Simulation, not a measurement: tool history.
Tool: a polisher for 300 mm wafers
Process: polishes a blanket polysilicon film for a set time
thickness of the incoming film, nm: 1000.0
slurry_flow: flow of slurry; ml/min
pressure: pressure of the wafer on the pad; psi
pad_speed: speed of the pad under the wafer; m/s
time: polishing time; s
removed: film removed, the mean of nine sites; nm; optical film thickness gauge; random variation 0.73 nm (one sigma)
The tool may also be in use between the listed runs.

| run | day | slurry_flow | pressure | pad_speed | time | removed |
|---|---|---|---|---|---|---|
| 1 | 0 | 225 | 2.1 | 1.06 | 38 | 244.53 |
| 2 | 0.029 | 220 | 2 | 1.04 | 38 | 229.42 |
| 3 | 0.225 | 220 | 1.9 | 1.02 | 38 | 211.78 |
| 4 | 0.479 | 220 | 1.6 | 1.02 | 38 | 178.98 |
| 5 | 0.554 | 220 | 1.5 | 1.02 | 38 | 170.17 |
| 6 | 0.896 | 215 | 1.4 | 1 | 38 | 155.61 |
| 7 | 0.946 | 210 | 1.4 | 1 | 38 | 154.15 |
| 8 | 1.221 | 210 | 1.4 | 1 | 38 | 155.17 |
| 9 | 1.292 | 205 | 1.4 | 1 | 38 | 153.78 |
| 10 | 1.529 | 200 | 1.4 | 1 | 38 | 154.8 |
| 11 | 1.6 | 195 | 1.4 | 1 | 38 | 153.22 |
| 12 | 1.779 | 190 | 1.4 | 1 | 38 | 153.22 |
| 13 | 1.971 | 185 | 1.4 | 1 | 38 | 154.01 |
| 14 | 2.279 | 185 | 1.2 | 0.98 | 38 | 128.95 |

The next listed run, before its measurement:
| 15 | 2.35 | 185 | 1.2 | 0.98 | 38 | ? |

removed: 131.16 nm
